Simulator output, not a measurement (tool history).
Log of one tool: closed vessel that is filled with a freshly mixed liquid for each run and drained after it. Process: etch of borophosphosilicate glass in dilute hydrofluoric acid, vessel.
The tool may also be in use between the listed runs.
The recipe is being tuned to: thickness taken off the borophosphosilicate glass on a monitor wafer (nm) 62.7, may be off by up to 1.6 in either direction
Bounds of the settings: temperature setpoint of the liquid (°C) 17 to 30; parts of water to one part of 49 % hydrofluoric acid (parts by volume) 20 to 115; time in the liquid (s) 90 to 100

| run | day | temperature setpoint of the liquid (°C) | parts of water to one part of 49 % hydrofluoric acid (parts by volume) | time in the liquid (s) | thickness taken off the borophosphosilicate glass on a monitor wafer (nm) |
|---|---|---|---|---|---|
| 1 | 0 | 22 | 65 | 90 | 32.265 |
| 2 | 0.138 | 18.5 | 65 | 90 | 28.254 |
| 3 | 0.408 | 22 | 55 | 90 | 39.361 |
| 4 | 0.575 | 24.5 | 50 | 90 | 47.559 |
| 5 | 0.654 | 26 | 50 | 90 | 50.862 |
| 6 | 0.825 | 26 | 35 | 90 | 73.83 |
| 7 | 1.154 | 24.5 | 35 | 90 | 69.224 |
| 8 | 1.458 | 23.5 | 35 | 90 | 67.08 |
| 9 | 1.754 | 23.5 | 35 | 90 | 66.895 |
| 10 | 2.133 | 23 | 35 | 90 | 65.389 |

Which of these 4 next moves meets every target?
| A | 2.512 | 22 | 35 | 90 | ? |
| B | 2.512 | 24 | 40 | 90 | ? |
| C | 2.512 | 23.5 | 35 | 90 | ? |
| D | 2.512 | 20.5 | 35 | 90 | ? |

| move | thickness taken off the borophosphosilicate glass on a monitor wafer (nm) |
|---|---|
| A | 62.19 |
| B | 58.786 |
| C | 66.239 |
| D | 58.346 |
A: meets every target
B: pushes the last run's worst result past its target
C: further off than the last run
D: pushes the last run's worst result past its target
A is the move that brings every result within its allowed miss.

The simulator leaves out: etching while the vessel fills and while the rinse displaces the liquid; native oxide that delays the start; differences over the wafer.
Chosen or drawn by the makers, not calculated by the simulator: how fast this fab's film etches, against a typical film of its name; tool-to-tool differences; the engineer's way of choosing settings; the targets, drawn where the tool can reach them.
